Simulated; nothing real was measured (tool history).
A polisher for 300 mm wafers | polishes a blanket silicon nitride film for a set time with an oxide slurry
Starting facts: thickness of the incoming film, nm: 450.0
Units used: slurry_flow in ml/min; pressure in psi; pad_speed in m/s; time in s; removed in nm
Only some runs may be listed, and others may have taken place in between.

run 1 hour=0 | slurry_flow=210 pressure=4 pad_speed=1.26 slurry_solids=1 time=44 | removed=46.663
run 2 hour=0.7 | slurry_flow=210 pressure=4 pad_speed=1.26 slurry_solids=1.2 time=44 | removed=49.024
run 3 hour=9.2 | slurry_flow=210 pressure=4.1 pad_speed=1.26 slurry_solids=1.2 time=44 | removed=49.862
run 4 hour=17.4 | slurry_flow=210 pressure=4.2 pad_speed=1.26 slurry_solids=1.2 time=44 | removed=51.008
run 5 hour=24.1 | slurry_flow=210 pressure=4.2 pad_speed=1.26 slurry_solids=1.2 time=40 | removed=46.71
run 6 hour=32.2 | slurry_flow=210 pressure=4.2 pad_speed=0.96 slurry_solids=1.2 time=40 | removed=37.271
run 7 hour=36 | slurry_flow=210 pressure=4.4 pad_speed=0.96 slurry_solids=1.2 time=40 | removed=39.414
run 8 hour=41.3 | slurry_flow=210 pressure=4.6 pad_speed=0.96 slurry_solids=1.2 time=40 | removed=40.47
run 9 hour=44.6 | slurry_flow=210 pressure=4.8 pad_speed=0.98 slurry_solids=1.2 time=40 | removed=42.828
run 10 hour=47.6 | slurry_flow=210 pressure=4.9 pad_speed=1 slurry_solids=1.2 time=40 | removed=44.218
run 11 hour=55.3 | slurry_flow=210 pressure=5 pad_speed=1.02 slurry_solids=1.2 time=40 | removed=45.172

Run 12 comes next. What will it give?
run 12 hour=57.9 | slurry_flow=210 pressure=5.1 pad_speed=1.04 slurry_solids=1.2 time=40 | removed=?

For run 12 the tool returned removed 47.286 nm.
